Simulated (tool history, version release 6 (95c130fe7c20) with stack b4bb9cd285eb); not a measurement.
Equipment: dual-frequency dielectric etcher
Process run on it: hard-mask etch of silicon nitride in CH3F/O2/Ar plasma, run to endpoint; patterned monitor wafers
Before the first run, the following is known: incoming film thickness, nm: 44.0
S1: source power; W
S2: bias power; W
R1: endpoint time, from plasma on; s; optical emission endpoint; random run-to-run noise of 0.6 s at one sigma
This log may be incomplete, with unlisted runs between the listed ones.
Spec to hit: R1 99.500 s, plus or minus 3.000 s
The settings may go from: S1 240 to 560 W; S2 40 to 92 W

run 1 hour=0.0 | S1=400 S2=66 | R1=71.237
run 2 hour=6.7 | S1=460 S2=66 | R1=67.945
run 3 hour=10.7 | S1=510 S2=66 | R1=64.698
run 4 hour=16.6 | S1=470 S2=66 | R1=66.646
run 5 hour=21.4 | S1=470 S2=71 | R1=64.789
run 6 hour=24.8 | S1=470 S2=82 | R1=60.019
run 7 hour=31.0 | S1=390 S2=69 | R1=71.078
run 8 hour=37.2 | S1=360 S2=63 | R1=75.899
run 9 hour=38.6 | S1=340 S2=58 | R1=81.415
run 10 hour=39.7 | S1=320 S2=55 | R1=87.350
-- hour=41.4 source power generator calibrated
run 11 hour=41.4 | S1=310 S2=54 | R1=87.974
run 12 hour=46.7 | S1=300 S2=53 | R1=90.040
run 13 hour=51.8 | S1=290 S2=52 | R1=90.924
run 14 hour=56.8 | S1=280 S2=51 | R1=94.409
run 15 hour=64.4 | S1=270 S2=51 | R1=94.887

Exercise: of the 5 proposed moves below, exactly one satisfies all targets within the stated allowed misses. Which move is it?
run A hour=72.0 | S1=240 S2=58 | R1=?
run B hour=72.0 | S1=280 S2=51 | R1=?
run C hour=72.0 | S1=270 S2=47 | R1=?
run D hour=72.0 | S1=290 S2=51 | R1=?
run E hour=72.0 | S1=250 S2=63 | R1=?

move=A R1=94.740
move=B R1=95.563
move=C R1=102.120
move=D R1=94.102
move=E R1=88.739
A: about the same distance from the targets as the last run
B: nearer than the last run, and not there yet
C: every result lands within tolerance
D: moves away from the targets compared with the last run
E: moves away from the targets compared with the last run
The move that meets every target is C.
